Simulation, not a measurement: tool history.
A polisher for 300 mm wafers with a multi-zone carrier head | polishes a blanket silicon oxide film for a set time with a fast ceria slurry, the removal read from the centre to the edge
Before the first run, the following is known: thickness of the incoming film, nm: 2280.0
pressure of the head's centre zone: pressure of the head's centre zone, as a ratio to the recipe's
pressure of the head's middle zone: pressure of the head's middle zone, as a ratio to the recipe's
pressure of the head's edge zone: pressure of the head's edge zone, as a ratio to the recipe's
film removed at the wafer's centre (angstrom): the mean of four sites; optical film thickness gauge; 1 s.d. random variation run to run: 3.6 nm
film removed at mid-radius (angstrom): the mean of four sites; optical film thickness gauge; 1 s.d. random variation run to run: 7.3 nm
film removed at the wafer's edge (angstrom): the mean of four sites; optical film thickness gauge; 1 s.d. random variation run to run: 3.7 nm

run  hour  flow of slurry (ml/min)  pressure of the head's centre zone  pressure of the head's middle zone  pressure of the head's edge zone  polishing time (s)  film removed at the wafer's centre (angstrom)  film removed at mid-radius (angstrom)  film removed at the wafer's edge (angstrom)
  1   0.0                      280                                1.00                                1.00                              1.00                  41                                         6816.5                                 6607.9                                       6712.5
  2   2.9                      280                                1.00                                0.92                              1.00                  41                                         6978.8                                 6474.2                                       6755.9
  3   8.3                      345                                1.00                                0.92                              1.00                  41                                         7008.3                                 6520.6                                       6844.8
  4  16.3                      345                                1.00                                0.92                              1.08                  41                                         6876.6                                 6380.9                                       7133.1
  5  18.1                      345                                0.98                                0.93                              1.06                  40                                         6634.5                                 6460.8                                       6858.3
  6  23.6                      345                                0.90                                0.93                              1.06                  40                                         6168.7                                 6271.6                                       6951.8
  7  28.7                      345                                0.90                                0.93                              1.06                  40                                         6145.5                                 6387.6                                       6913.2

Expected results for the next run?
  8  32.2                      345                                0.89                                0.94                              1.05                  39                                              ?                                      ?                                            ?

Logged for run 8: film removed at the wafer's centre (angstrom) 6012.5, film removed at mid-radius (angstrom) 6305.6, film removed at the wafer's edge (angstrom) 6686.2.
